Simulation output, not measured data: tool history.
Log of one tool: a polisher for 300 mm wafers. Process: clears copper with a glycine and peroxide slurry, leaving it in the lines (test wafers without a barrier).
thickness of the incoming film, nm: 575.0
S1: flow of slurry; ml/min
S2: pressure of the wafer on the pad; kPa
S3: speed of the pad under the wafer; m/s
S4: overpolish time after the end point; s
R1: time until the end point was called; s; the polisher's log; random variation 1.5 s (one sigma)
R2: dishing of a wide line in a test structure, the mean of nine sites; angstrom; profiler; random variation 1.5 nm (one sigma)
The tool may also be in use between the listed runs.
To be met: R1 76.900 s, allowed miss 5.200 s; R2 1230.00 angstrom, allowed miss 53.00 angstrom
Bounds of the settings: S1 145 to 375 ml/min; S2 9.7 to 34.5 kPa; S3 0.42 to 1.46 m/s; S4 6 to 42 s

{"run": 1, "hour": 0.0, "S1": 240, "S2": 22.1, "S3": 0.94, "S4": 21, "R1": 106.4, "R2": 706.57}
{"run": 2, "hour": 6.5, "S1": 240, "S2": 22.1, "S3": 0.94, "S4": 15, "R1": 110.95, "R2": 552.18}
{"run": 3, "hour": 13.7, "S1": 240, "S2": 22.1, "S3": 1.14, "S4": 15, "R1": 98.096, "R2": 601.95}
{"run": 4, "hour": 17.3, "S1": 280, "S2": 22.1, "S3": 1.14, "S4": 15, "R1": 93.002, "R2": 606.07}
{"run": 5, "hour": 20.9, "S1": 280, "S2": 22.1, "S3": 0.96, "S4": 15, "R1": 103.34, "R2": 557.22}
{"run": 6, "hour": 27.0, "S1": 280, "S2": 22.1, "S3": 0.96, "S4": 21, "R1": 104.0, "R2": 735.7}
{"run": 7, "hour": 29.8, "S1": 275, "S2": 23.4, "S3": 0.96, "S4": 22, "R1": 103.76, "R2": 773.16}
{"hour": 36.3, "done": "slurry nozzle cleaned"}
{"run": 8, "hour": 36.3, "S1": 275, "S2": 24.8, "S3": 1.02, "S4": 23, "R1": 87.679, "R2": 866.66}
{"run": 9, "hour": 37.0, "S1": 275, "S2": 25.5, "S3": 1.02, "S4": 24, "R1": 87.859, "R2": 891.19}
{"run": 10, "hour": 40.7, "S1": 275, "S2": 26.2, "S3": 1.04, "S4": 25, "R1": 81.479, "R2": 949.19}
{"run": 11, "hour": 46.2, "S1": 275, "S2": 26.2, "S3": 1.06, "S4": 26, "R1": 83.084, "R2": 961.01}
{"run": 12, "hour": 47.8, "S1": 275, "S2": 26.9, "S3": 1.06, "S4": 27, "R1": 80.45, "R2": 1008.8}
{"run": 13, "hour": 54.4, "S1": 275, "S2": 26.9, "S3": 1.06, "S4": 28, "R1": 81.891, "R2": 1026.4}
{"run": 14, "hour": 57.5, "S1": 280, "S2": 27.6, "S3": 1.06, "S4": 29, "R1": 80.289, "R2": 1078.9}

Which of these 4 next moves meets every target?
{"run": "A", "hour": 60.6, "S1": 285, "S2": 33.1, "S3": 1.22, "S4": 31, "R1": "?", "R2": "?"}
{"run": "B", "hour": 60.6, "S1": 330, "S2": 23.4, "S3": 1.18, "S4": 22, "R1": "?", "R2": "?"}
{"run": "C", "hour": 60.6, "S1": 325, "S2": 28.3, "S3": 1.1, "S4": 37, "R1": "?", "R2": "?"}
{"run": "D", "hour": 60.6, "S1": 300, "S2": 32.4, "S3": 1.2, "S4": 38, "R1": "?", "R2": "?"}

move=A R1=64.550 R2=1198.90
move=B R1=80.686 R2=865.94
move=C R1=75.762 R2=1204.40
move=D R1=65.886 R2=1293.50
A: brings the result that was furthest off to its target, and leaves another outside
B: further off than the last run
C: meets every target
D: takes the result that was furthest off past its target
The right move is C.
